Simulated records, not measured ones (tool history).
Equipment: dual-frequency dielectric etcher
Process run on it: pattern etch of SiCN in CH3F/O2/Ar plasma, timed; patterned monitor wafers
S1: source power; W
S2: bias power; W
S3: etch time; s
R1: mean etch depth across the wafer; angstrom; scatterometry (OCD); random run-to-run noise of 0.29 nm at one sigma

Run 1, hour 0: S1 310 W, S2 100 W, S3 145 s. Result: R1 555.38 angstrom.
Run 2, hour 4.2: S1 340 W, S2 103 W, S3 145 s. Result: R1 577.19 angstrom.
Run 3, hour 8.8: S1 300 W, S2 103 W, S3 145 s. Result: R1 556.33 angstrom.
Run 4, hour 14.3: S1 330 W, S2 107 W, S3 145.5 s. Result: R1 581.45 angstrom.
Run 5, hour 18.7: S1 350 W, S2 110 W, S3 145.5 s. Result: R1 601.47 angstrom.
Run 6, hour 26.8: S1 360 W, S2 112 W, S3 145.5 s. Result: R1 611.18 angstrom.

Estimate the outcome of run 7 from the log above:
Run 7, hour 33.7: S1 370 W, S2 113 W, S3 145.5 s. Result: R1 ?.

R1: 609.2 angstrom
